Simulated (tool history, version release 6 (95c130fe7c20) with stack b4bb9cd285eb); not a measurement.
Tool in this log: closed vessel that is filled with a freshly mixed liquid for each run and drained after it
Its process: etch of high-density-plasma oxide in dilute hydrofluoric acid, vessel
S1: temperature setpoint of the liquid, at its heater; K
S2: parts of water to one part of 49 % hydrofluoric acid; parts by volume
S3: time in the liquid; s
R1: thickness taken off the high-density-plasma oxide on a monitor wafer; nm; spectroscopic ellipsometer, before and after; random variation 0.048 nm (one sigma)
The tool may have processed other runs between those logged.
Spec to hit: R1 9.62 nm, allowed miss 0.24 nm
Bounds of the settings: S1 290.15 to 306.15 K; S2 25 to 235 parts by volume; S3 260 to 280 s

run 1 hour=0 | S1=298.15 S2=130 S3=260 | R1=11.52
run 2 hour=8.7 | S1=298.15 S2=130 S3=260 | R1=11.508
run 3 hour=15.4 | S1=298.15 S2=175 S3=260 | R1=8.0898
run 4 hour=23 | S1=298.15 S2=175 S3=280 | R1=8.7005
run 5 hour=29.8 | S1=298.65 S2=175 S3=280 | R1=8.9105
run 6 hour=36.7 | S1=298.65 S2=175 S3=260 | R1=8.2676
run 7 hour=44.1 | S1=299.15 S2=175 S3=260 | R1=8.3902
run 8 hour=47.2 | S1=299.65 S2=175 S3=260 | R1=8.6835

Pick the move, out of 5, that brings all results within their allowed miss; only one does.
run A hour=50.3 | S1=299.65 S2=185 S3=260 | R1=?
run B hour=50.3 | S1=296.65 S2=180 S3=265 | R1=?
run C hour=50.3 | S1=297.65 S2=160 S3=280 | R1=?
run D hour=50.3 | S1=299.65 S2=170 S3=265 | R1=?
run E hour=50.3 | S1=296.15 S2=165 S3=265 | R1=?

move=A R1=8.0435
move=B R1=7.5728
move=C R1=9.5572
move=D R1=9.0756
move=E R1=8.2349
A: moves away from the targets compared with the last run
B: moves away from the targets compared with the last run
C: hits every target within its allowed miss
D: nearer than the last run, and not there yet
E: moves away from the targets compared with the last run
The right move is C.
